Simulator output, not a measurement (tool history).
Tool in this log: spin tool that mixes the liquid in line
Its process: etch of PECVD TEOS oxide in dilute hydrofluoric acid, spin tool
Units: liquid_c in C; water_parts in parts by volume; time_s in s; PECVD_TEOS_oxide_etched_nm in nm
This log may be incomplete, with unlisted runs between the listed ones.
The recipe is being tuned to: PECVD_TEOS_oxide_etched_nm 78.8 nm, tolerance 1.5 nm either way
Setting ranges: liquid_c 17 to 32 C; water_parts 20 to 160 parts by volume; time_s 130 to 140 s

{"run": 1, "hour": 0.0, "liquid_c": 24, "water_parts": 90, "time_s": 130, "PECVD_TEOS_oxide_etched_nm": 23.575}
{"run": 2, "hour": 1.5, "liquid_c": 26, "water_parts": 70, "time_s": 130, "PECVD_TEOS_oxide_etched_nm": 33.413}
{"run": 3, "hour": 9.3, "liquid_c": 28.5, "water_parts": 70, "time_s": 130, "PECVD_TEOS_oxide_etched_nm": 36.734}
{"run": 4, "hour": 12.7, "liquid_c": 28.5, "water_parts": 70, "time_s": 130, "PECVD_TEOS_oxide_etched_nm": 36.897}
{"run": 5, "hour": 16.2, "liquid_c": 28.5, "water_parts": 70, "time_s": 130, "PECVD_TEOS_oxide_etched_nm": 37.118}
{"run": 6, "hour": 22.7, "liquid_c": 27, "water_parts": 70, "time_s": 130, "PECVD_TEOS_oxide_etched_nm": 34.727}
{"run": 7, "hour": 27.6, "liquid_c": 28.5, "water_parts": 60, "time_s": 130, "PECVD_TEOS_oxide_etched_nm": 43.591}
{"run": 8, "hour": 31.6, "liquid_c": 29.5, "water_parts": 50, "time_s": 130, "PECVD_TEOS_oxide_etched_nm": 55.724}

5 next moves are on the table. One of them brings every result within its allowed miss. Which?
{"run": "A", "hour": 35.6, "liquid_c": 29, "water_parts": 40, "time_s": 140, "PECVD_TEOS_oxide_etched_nm": "?"}
{"run": "B", "hour": 35.6, "liquid_c": 29.5, "water_parts": 40, "time_s": 140, "PECVD_TEOS_oxide_etched_nm": "?"}
{"run": "C", "hour": 35.6, "liquid_c": 24, "water_parts": 30, "time_s": 140, "PECVD_TEOS_oxide_etched_nm": "?"}
{"run": "D", "hour": 35.6, "liquid_c": 30.5, "water_parts": 40, "time_s": 140, "PECVD_TEOS_oxide_etched_nm": "?"}
{"run": "E", "hour": 35.6, "liquid_c": 26.5, "water_parts": 35, "time_s": 135, "PECVD_TEOS_oxide_etched_nm": "?"}

move=A PECVD_TEOS_oxide_etched_nm=74.756
move=B PECVD_TEOS_oxide_etched_nm=76.261
move=C PECVD_TEOS_oxide_etched_nm=82.42
move=D PECVD_TEOS_oxide_etched_nm=79.343
move=E PECVD_TEOS_oxide_etched_nm=75.021
A: an improvement on the last run, though not all results are within tolerance
B: an improvement on the last run, though not all results are within tolerance
C: pushes the last run's worst result past its target
D: meets every target
E: an improvement on the last run, though not all results are within tolerance
Correct choice: D, which meets every target
